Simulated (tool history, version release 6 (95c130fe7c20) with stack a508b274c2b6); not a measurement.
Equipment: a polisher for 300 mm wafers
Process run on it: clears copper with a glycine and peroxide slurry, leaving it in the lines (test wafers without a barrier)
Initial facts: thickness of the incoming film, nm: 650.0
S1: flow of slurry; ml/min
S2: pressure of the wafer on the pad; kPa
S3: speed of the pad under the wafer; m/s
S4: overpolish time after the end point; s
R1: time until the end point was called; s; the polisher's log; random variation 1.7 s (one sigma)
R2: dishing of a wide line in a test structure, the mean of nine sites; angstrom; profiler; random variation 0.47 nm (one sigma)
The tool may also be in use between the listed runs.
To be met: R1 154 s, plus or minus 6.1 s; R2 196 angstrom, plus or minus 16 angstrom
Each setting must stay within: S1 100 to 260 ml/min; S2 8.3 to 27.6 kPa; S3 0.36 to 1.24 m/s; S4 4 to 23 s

Run 1, hour 0: S1 165 ml/min, S2 17.9 kPa, S3 0.8 m/s, S4 12 s. Result: R1 181.71 s, R2 340.94 angstrom.
Run 2, hour 1.9: S1 165 ml/min, S2 17.9 kPa, S3 0.8 m/s, S4 11 s. Result: R1 182.27 s, R2 298.74 angstrom.
Run 3, hour 10.4: S1 165 ml/min, S2 15.2 kPa, S3 0.8 m/s, S4 11 s. Result: R1 207.09 s, R2 264.17 angstrom.
Run 4, hour 15.4: S1 165 ml/min, S2 15.9 kPa, S3 0.8 m/s, S4 10 s. Result: R1 198.62 s, R2 249.88 angstrom.
Run 5, hour 20.4: S1 165 ml/min, S2 16.5 kPa, S3 0.8 m/s, S4 9 s. Result: R1 196.03 s, R2 232.74 angstrom.
Run 6, hour 24.1: S1 165 ml/min, S2 17.2 kPa, S3 0.8 m/s, S4 9 s. Result: R1 187.14 s, R2 237.56 angstrom.
Run 7, hour 32.3: S1 165 ml/min, S2 17.9 kPa, S3 0.8 m/s, S4 9 s. Result: R1 183.17 s, R2 254.58 angstrom.
Run 8, hour 35.2: S1 165 ml/min, S2 17.9 kPa, S3 0.8 m/s, S4 8 s. Result: R1 182.87 s, R2 222.75 angstrom.
Run 9, hour 38.9: S1 175 ml/min, S2 20 kPa, S3 0.8 m/s, S4 6 s. Result: R1 162.86 s, R2 175.82 angstrom.
Run 10, hour 44.4: S1 175 ml/min, S2 20.7 kPa, S3 0.8 m/s, S4 6 s. Result: R1 161.68 s, R2 188.22 angstrom.

5 next moves are on the table. One of them brings every result within its allowed miss. Which?
Run A, hour 49.9: S1 175 ml/min, S2 17.2 kPa, S3 0.86 m/s, S4 7 s. Result: R1 ?, R2 ?.
Run B, hour 49.9: S1 105 ml/min, S2 24.1 kPa, S3 0.7 m/s, S4 6 s. Result: R1 ?, R2 ?.
Run C, hour 49.9: S1 125 ml/min, S2 18.6 kPa, S3 0.82 m/s, S4 7 s. Result: R1 ?, R2 ?.
Run D, hour 49.9: S1 100 ml/min, S2 20.7 kPa, S3 0.82 m/s, S4 7 s. Result: R1 ?, R2 ?.
Run E, hour 49.9: S1 240 ml/min, S2 18.6 kPa, S3 0.88 m/s, S4 6 s. Result: R1 ?, R2 ?.

move      R1      R2
   A  176.34  200.78
   B  176.87  173.54
   C  184.26  192.79
   D  178.37  199.08
   E   154.8   196.4
A: further off than the last run
B: further off than the last run
C: further off than the last run
D: further off than the last run
E: each result inside its tolerance
Go with E: it meets all targets.
